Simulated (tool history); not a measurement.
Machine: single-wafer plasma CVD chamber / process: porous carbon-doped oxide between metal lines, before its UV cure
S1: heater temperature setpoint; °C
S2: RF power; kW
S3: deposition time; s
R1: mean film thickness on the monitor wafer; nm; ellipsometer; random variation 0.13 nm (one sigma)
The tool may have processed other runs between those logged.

run	hour	S1	S2	S3	R1
1	0.0	300	0.385	10.3	44.351
2	2.5	300	0.425	10.3	48.136
3	7.8	300	0.425	10.3	48.052
4	10.1	300	0.425	9.8	45.912
5	12.0	300	0.425	9.8	45.864
6	16.0	294	0.440	9.8	49.069
# hour 18.2: RF generator calibrated
7	18.2	294	0.440	9.8	51.552
8	21.8	292	0.440	9.8	52.256

Forecast run 9:
9	22.6	291	0.440	9.8	?

Run 9 measured R1 52.554 nm.

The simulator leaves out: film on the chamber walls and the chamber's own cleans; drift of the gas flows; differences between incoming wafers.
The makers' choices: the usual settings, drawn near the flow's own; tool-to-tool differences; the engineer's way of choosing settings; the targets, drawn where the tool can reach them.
